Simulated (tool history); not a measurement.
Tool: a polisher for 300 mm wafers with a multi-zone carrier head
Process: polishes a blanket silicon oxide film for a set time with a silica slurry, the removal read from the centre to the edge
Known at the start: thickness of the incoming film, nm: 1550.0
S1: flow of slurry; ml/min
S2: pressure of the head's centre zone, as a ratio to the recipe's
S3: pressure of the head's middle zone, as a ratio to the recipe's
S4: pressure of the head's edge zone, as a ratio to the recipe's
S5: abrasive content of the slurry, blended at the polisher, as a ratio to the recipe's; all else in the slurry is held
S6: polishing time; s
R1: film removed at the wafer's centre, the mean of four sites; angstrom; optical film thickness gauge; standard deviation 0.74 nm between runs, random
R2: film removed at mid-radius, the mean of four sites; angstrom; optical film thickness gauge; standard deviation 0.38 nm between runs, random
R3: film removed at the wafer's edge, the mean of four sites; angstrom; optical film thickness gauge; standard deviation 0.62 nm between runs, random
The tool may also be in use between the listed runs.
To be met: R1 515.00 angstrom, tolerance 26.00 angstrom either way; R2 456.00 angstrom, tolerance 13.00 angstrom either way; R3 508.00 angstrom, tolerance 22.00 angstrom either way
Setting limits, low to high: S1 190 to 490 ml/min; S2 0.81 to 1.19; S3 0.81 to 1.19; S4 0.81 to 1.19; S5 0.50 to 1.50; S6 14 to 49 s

run,hour,S1,S2,S3,S4,S5,S6,R1,R2,R3
1,0.0,315,1.00,1.00,1.00,1.00,31,1032.40,1050.30,1078.40
2,4.5,390,1.00,1.00,1.00,1.00,31,1080.30,1067.70,1122.30
3,7.0,390,0.94,1.00,1.00,1.00,31,1007.90,1045.30,1097.80
4,10.5,390,0.94,0.98,0.98,0.90,29,872.49,918.11,973.29
5,16.8,390,0.97,0.96,0.96,0.85,27,828.93,800.30,854.63
6,24.8,390,0.97,0.96,0.90,0.85,27,831.35,804.15,819.29
7,31.7,355,0.93,0.86,0.83,0.60,18,398.85,364.88,400.54
8,34.9,355,0.93,0.86,0.83,0.60,18,390.33,367.10,396.20
9,38.9,365,0.95,0.87,0.86,0.60,18,404.76,373.11,411.96
10,43.0,375,0.97,0.89,0.88,0.60,18,413.08,381.01,407.46
11,51.2,375,0.98,0.90,0.91,0.65,18,439.96,420.52,436.61
12,59.4,375,1.07,0.82,1.01,0.65,19,509.07,400.86,503.17
13,67.2,385,1.06,0.83,1.01,0.65,19,504.16,407.07,492.11
14,70.8,390,1.06,0.84,1.01,0.65,19,494.07,416.51,496.32
15,76.0,395,1.06,0.85,1.01,0.65,19,504.74,425.00,502.61
16,79.9,395,1.06,0.85,1.01,0.65,19,502.12,416.57,491.77
17,80.6,395,1.06,0.86,1.01,0.65,19,507.63,421.98,504.90

Consider the 5 candidate settings below. Which is the only one whose results all fall within their allowed miss of target?
A,81.3,320,1.13,0.90,1.02,0.70,18,?,?,?
B,81.3,415,1.11,0.81,1.00,0.60,20,?,?,?
C,81.3,400,1.00,0.81,1.15,0.55,22,?,?,?
D,81.3,430,1.09,0.93,1.04,0.70,18,?,?,?
E,81.3,390,1.13,0.89,1.03,0.80,16,?,?,?

move,R1,R2,R3
A,520.22,430.07,496.54
B,509.67,391.38,486.22
C,471.94,393.91,524.95
D,519.11,452.80,510.52
E,521.05,426.05,497.02
A: an improvement on the last run, though not all results are within tolerance
B: the biggest miss grows against the last run
C: the biggest miss grows against the last run
D: hits every target within its allowed miss
E: an improvement on the last run, though not all results are within tolerance
So the answer is move D, the one that meets all the targets.

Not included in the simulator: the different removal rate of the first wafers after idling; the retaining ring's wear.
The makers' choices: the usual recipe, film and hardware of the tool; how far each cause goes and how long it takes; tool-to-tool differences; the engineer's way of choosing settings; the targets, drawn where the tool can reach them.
